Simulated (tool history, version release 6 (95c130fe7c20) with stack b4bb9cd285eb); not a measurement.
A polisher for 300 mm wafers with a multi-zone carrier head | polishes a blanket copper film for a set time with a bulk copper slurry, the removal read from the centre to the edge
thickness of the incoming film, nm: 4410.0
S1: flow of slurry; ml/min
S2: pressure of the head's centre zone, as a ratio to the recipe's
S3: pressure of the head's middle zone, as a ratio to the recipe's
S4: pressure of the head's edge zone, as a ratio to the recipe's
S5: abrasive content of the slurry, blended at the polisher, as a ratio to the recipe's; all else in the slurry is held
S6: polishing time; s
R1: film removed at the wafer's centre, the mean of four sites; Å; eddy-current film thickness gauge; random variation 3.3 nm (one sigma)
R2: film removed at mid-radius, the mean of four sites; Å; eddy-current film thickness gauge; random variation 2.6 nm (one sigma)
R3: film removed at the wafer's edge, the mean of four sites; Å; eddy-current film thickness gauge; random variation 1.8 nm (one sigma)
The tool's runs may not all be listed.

{"run": 1, "hour": 0.0, "S1": 195, "S2": 1, "S3": 1, "S4": 1, "S5": 1, "S6": 49, "R1": 3739.2, "R2": 3891, "R3": 3806.6}
{"run": 2, "hour": 1.1, "S1": 195, "S2": 1, "S3": 1, "S4": 0.96, "S5": 1, "S6": 49, "R1": 3805.5, "R2": 3916.4, "R3": 3727.6}
{"run": 3, "hour": 7.0, "S1": 185, "S2": 0.98, "S3": 0.97, "S4": 0.93, "S5": 0.85, "S6": 46, "R1": 3363.6, "R2": 3425.4, "R3": 3307.1}
{"run": 4, "hour": 9.3, "S1": 185, "S2": 0.98, "S3": 0.97, "S4": 0.93, "S5": 0.75, "S6": 46, "R1": 3292.7, "R2": 3247.6, "R3": 3246.6}
{"run": 5, "hour": 15.3, "S1": 175, "S2": 0.96, "S3": 0.97, "S4": 0.9, "S5": 0.65, "S6": 45, "R1": 3021.8, "R2": 3139.3, "R3": 3028.6}
{"hour": 19.2, "done": "slurry nozzle cleaned"}
{"run": 6, "hour": 19.2, "S1": 125, "S2": 0.96, "S3": 0.97, "S4": 0.9, "S5": 0.65, "S6": 45, "R1": 2989.8, "R2": 3006, "R3": 3026.6}
{"run": 7, "hour": 26.0, "S1": 135, "S2": 0.96, "S3": 0.96, "S4": 0.88, "S5": 0.6, "S6": 44, "R1": 2914.2, "R2": 2991.6, "R3": 2920.9}
{"run": 8, "hour": 30.6, "S1": 140, "S2": 0.96, "S3": 0.95, "S4": 0.87, "S5": 0.55, "S6": 43, "R1": 2820.3, "R2": 2907.2, "R3": 2786.5}
{"run": 9, "hour": 34.5, "S1": 135, "S2": 0.96, "S3": 0.93, "S4": 0.86, "S5": 0.55, "S6": 43, "R1": 2829.8, "R2": 2789.9, "R3": 2750}

Forecast run 10:
{"run": 10, "hour": 42.2, "S1": 135, "S2": 0.95, "S3": 0.92, "S4": 0.85, "S5": 0.55, "S6": 43, "R1": "?", "R2": "?", "R3": "?"}

R1: 2690.9 Å
R2: 2745.4 Å
R3: 2741.3 Å
